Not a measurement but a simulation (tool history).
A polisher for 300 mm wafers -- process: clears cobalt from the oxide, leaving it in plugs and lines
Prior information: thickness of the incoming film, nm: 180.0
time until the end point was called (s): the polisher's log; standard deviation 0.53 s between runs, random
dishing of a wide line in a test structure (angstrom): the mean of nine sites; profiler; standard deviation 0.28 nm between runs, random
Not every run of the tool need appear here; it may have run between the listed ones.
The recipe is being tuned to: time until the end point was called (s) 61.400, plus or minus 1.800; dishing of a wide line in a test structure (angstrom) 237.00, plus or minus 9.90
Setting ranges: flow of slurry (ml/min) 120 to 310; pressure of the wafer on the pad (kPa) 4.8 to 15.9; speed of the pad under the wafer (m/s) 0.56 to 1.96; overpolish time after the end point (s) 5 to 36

run,hour,flow of slurry (ml/min),pressure of the wafer on the pad (kPa),speed of the pad under the wafer (m/s),overpolish time after the end point (s),time until the end point was called (s),dishing of a wide line in a test structure (angstrom)
1,0.0,200,10.3,1.26,18,39.078,233.98
2,8.7,200,10.3,1.12,18,43.442,236.10
3,9.4,200,13.1,1.12,18,34.031,239.88
4,12.8,200,12.4,1.12,19,36.380,238.57
5,15.8,200,11.7,1.12,20,38.408,239.03
6,19.7,235,11.7,1.12,20,37.280,243.79
7,27.6,230,11.0,1.12,21,40.125,241.23
8,30.7,205,8.3,1.10,30,53.337,245.09
9,36.5,200,8.3,1.10,30,55.420,247.88

Exercise: of the 5 proposed moves below, exactly one satisfies all targets within the stated allowed misses. Which move is it?
A,42.3,180,6.9,1.48,29,?,?
B,42.3,205,9.0,1.08,23,?,?
C,42.3,195,8.3,1.08,18,?,?
D,42.3,205,7.6,1.18,25,?,?
E,42.3,170,8.3,0.98,26,?,?

move,time until the end point was called (s),dishing of a wide line in a test structure (angstrom)
A,52.348,244.12
B,51.611,239.00
C,56.138,225.16
D,56.484,239.21
E,61.845,237.80
A: lands further from the targets than the last run did
B: lands further from the targets than the last run did
C: gains on the last run, yet a result remains outside its allowed miss
D: gains on the last run, yet a result remains outside its allowed miss
E: in spec on every target
Go with E: it meets all targets.
